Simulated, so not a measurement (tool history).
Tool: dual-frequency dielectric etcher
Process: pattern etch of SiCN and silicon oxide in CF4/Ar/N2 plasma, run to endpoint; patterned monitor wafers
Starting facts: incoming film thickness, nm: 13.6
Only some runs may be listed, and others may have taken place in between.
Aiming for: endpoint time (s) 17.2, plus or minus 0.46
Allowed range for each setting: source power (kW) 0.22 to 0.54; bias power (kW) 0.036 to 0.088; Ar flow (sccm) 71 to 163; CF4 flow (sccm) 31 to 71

run,day,source power (kW),bias power (kW),Ar flow (sccm),CF4 flow (sccm),endpoint time (s)
1,0,0.38,0.062,117,51,20.581
2,0.146,0.34,0.062,117,51,22.745
3,0.504,0.38,0.063,117,51,20.475
4,0.538,0.38,0.058,117,51,21.071
5,0.671,0.38,0.068,117,51,20.062
6,0.75,0.4,0.068,117,51,19.145
7,0.979,0.41,0.068,117,51,19.087
8,1.121,0.43,0.069,117,51,17.973

4 next moves are on the table. One of them brings every result within its allowed miss. Which?
A,1.262,0.38,0.074,117,58,?
B,1.262,0.45,0.074,150,55,?
C,1.262,0.4,0.067,119,52,?
D,1.262,0.42,0.069,120,49,?

move,endpoint time (s)
A,19.251
B,17.518
C,19.433
D,18.661
A: lands further from the targets than the last run did
B: every result lands within tolerance
C: lands further from the targets than the last run did
D: lands further from the targets than the last run did
The move that meets every target is B.
